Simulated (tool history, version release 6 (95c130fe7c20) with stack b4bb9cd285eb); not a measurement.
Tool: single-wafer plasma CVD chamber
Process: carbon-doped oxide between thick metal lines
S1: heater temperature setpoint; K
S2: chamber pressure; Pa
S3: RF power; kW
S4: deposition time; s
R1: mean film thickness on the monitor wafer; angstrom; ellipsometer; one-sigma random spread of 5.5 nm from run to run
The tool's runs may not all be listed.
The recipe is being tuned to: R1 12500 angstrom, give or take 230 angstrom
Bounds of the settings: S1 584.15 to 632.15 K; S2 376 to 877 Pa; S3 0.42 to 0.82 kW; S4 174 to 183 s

run 1 day=0 | S1=608.15 S2=627 S3=0.62 S4=183 | R1=11109
run 2 day=0.092 | S1=606.15 S2=659 S3=0.63 S4=183 | R1=11419
run 3 day=0.121 | S1=606.15 S2=700 S3=0.63 S4=183 | R1=11449
run 4 day=0.421 | S1=606.15 S2=803 S3=0.63 S4=183 | R1=11726
run 5 day=0.6 | S1=604.15 S2=819 S3=0.635 S4=183 | R1=11876
run 6 day=0.688 | S1=608.15 S2=819 S3=0.635 S4=183 | R1=11749
run 7 day=0.971 | S1=606.15 S2=831 S3=0.64 S4=183 | R1=11914
run 8 day=1.342 | S1=604.15 S2=840 S3=0.645 S4=183 | R1=12183

Which one of the following 4 next-run settings gets every result inside its allowed miss? There is exactly one.
run A day=1.712 | S1=596.15 S2=873 S3=0.73 S4=174 | R1=?
run B day=1.712 | S1=595.15 S2=783 S3=0.69 S4=183 | R1=?
run C day=1.712 | S1=603.15 S2=816 S3=0.765 S4=176 | R1=?
run D day=1.712 | S1=604.15 S2=765 S3=0.68 S4=183 | R1=?

move=A R1=12970
move=B R1=12974
move=C R1=13145
move=D R1=12424
A: pushes the last run's worst result past its target
B: pushes the last run's worst result past its target
C: pushes the last run's worst result past its target
D: hits every target within its allowed miss
So the answer is move D, the one that meets all the targets.

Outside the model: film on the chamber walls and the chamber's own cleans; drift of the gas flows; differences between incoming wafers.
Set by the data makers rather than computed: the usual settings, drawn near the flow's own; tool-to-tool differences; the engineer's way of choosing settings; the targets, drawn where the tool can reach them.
